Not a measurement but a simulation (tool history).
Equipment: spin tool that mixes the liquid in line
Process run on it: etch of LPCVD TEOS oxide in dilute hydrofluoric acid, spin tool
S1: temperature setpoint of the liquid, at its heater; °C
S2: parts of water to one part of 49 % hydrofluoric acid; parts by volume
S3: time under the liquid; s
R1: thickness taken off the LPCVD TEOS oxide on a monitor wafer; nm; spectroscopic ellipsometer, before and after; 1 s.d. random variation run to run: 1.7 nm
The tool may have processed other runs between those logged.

run	hour	S1	S2	S3	R1
1	0.0	26.0	290	315	45.375
2	2.5	27.5	245	320	59.742
3	4.8	27.5	145	320	113.550
4	5.9	28.5	130	320	134.040
# hour 8.8: thermometer replaced
5	8.8	26.0	130	320	130.310
6	11.0	26.0	120	320	143.270
7	13.1	26.0	110	320	158.570
8	20.6	25.0	105	320	162.090
9	28.9	24.5	100	320	170.900

Run 10 comes next. What will it give?
10	35.3	24.0	100	320	?

Run 10 gave R1 164.830 nm.
